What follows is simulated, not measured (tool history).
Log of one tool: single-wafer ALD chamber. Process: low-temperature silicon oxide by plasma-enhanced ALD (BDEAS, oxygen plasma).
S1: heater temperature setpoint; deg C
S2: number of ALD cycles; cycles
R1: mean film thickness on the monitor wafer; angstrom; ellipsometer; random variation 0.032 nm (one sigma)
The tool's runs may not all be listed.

run 1 hour=0 | S1=90 S2=34 | R1=49.878
run 2 hour=5.4 | S1=89 S2=35 | R1=51.15
run 3 hour=9.9 | S1=88 S2=36 | R1=53.024
run 4 hour=14 | S1=92 S2=36 | R1=51.422
run 5 hour=22.7 | S1=89 S2=36 | R1=52.388
run 6 hour=29.9 | S1=87 S2=36 | R1=52.806
run 7 hour=34 | S1=86 S2=36 | R1=52.963

Forecast run 8:
run 8 hour=40.1 | S1=85 S2=36 | R1=?

Run 8 gave R1 53.519 angstrom.
